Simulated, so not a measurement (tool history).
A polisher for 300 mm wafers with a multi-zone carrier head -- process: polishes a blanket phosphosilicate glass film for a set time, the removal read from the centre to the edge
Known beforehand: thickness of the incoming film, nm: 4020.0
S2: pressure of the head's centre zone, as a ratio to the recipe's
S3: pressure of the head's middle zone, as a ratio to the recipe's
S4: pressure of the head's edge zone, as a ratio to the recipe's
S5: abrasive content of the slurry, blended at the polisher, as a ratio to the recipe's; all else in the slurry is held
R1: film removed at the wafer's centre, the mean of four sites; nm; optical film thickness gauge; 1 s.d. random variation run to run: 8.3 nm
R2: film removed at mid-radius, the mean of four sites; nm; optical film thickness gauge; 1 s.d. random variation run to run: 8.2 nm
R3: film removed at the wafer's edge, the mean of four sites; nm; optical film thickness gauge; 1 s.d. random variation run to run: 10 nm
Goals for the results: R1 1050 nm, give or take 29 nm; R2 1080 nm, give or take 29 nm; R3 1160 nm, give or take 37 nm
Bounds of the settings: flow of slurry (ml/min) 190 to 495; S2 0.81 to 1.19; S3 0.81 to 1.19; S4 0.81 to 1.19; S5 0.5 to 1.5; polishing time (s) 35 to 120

run 1 hour=0 | flow_of_slurry_(ml/min)=320 S2=1 S3=1 S4=1 S5=1 polishing_time_(s)=77 | R1=789.28 R2=782.67 R3=798.34
run 2 hour=8.8 | flow_of_slurry_(ml/min)=320 S2=1 S3=1.01 S4=1.04 S5=1.15 polishing_time_(s)=78 | R1=846.95 R2=838.3 R3=857.27
run 3 hour=13.7 | flow_of_slurry_(ml/min)=320 S2=1 S3=1.01 S4=1.1 S5=1.15 polishing_time_(s)=78 | R1=846.83 R2=858.78 R3=881.61
run 4 hour=22.7 | flow_of_slurry_(ml/min)=320 S2=0.99 S3=1 S4=1.12 S5=1.25 polishing_time_(s)=80 | R1=888.95 R2=879.54 R3=946.43
run 5 hour=25.4 | flow_of_slurry_(ml/min)=320 S2=0.99 S3=1.01 S4=1.14 S5=1.3 polishing_time_(s)=82 | R1=911.02 R2=935.74 R3=980.17
run 6 hour=31.1 | flow_of_slurry_(ml/min)=380 S2=0.99 S3=1.01 S4=1.14 S5=1.3 polishing_time_(s)=82 | R1=936.07 R2=933.07 R3=985.22
run 7 hour=35.2 | flow_of_slurry_(ml/min)=370 S2=0.98 S3=1.01 S4=1.15 S5=1.35 polishing_time_(s)=84 | R1=949.38 R2=975.32 R3=1040.4
run 8 hour=39.6 | flow_of_slurry_(ml/min)=370 S2=0.98 S3=1.01 S4=1.15 S5=1.4 polishing_time_(s)=85 | R1=979.56 R2=978.4 R3=1055.2
run 9 hour=41.3 | flow_of_slurry_(ml/min)=365 S2=0.98 S3=1.02 S4=1.16 S5=1.45 polishing_time_(s)=86 | R1=994.74 R2=1031.1 R3=1095.2
run 10 hour=46.1 | flow_of_slurry_(ml/min)=365 S2=0.98 S3=1.02 S4=1.17 S5=1.45 polishing_time_(s)=87 | R1=1007.3 R2=1031 R3=1114.2

Which of these 4 next moves meets every target?
run A hour=50.9 | flow_of_slurry_(ml/min)=355 S2=0.95 S3=0.99 S4=1.15 S5=1.45 polishing_time_(s)=84 | R1=? R2=? R3=?
run B hour=50.9 | flow_of_slurry_(ml/min)=290 S2=1.06 S3=0.98 S4=1.11 S5=1.5 polishing_time_(s)=85 | R1=? R2=? R3=?
run C hour=50.9 | flow_of_slurry_(ml/min)=325 S2=0.99 S3=0.89 S4=1.19 S5=1.5 polishing_time_(s)=89 | R1=? R2=? R3=?
run D hour=50.9 | flow_of_slurry_(ml/min)=410 S2=0.96 S3=0.99 S4=1.16 S5=1.4 polishing_time_(s)=93 | R1=? R2=? R3=?

move=A R1=948.25 R2=963.77 R3=1066.8
move=B R1=1062.6 R2=961.76 R3=1057.6
move=C R1=1049.9 R2=954.57 R3=1158.1
move=D R1=1061.2 R2=1066 R3=1182.4
A: misses by more than the last run did
B: misses by more than the last run did
C: misses by more than the last run did
D: hits every target within its allowed miss
Correct choice: D, which meets every target
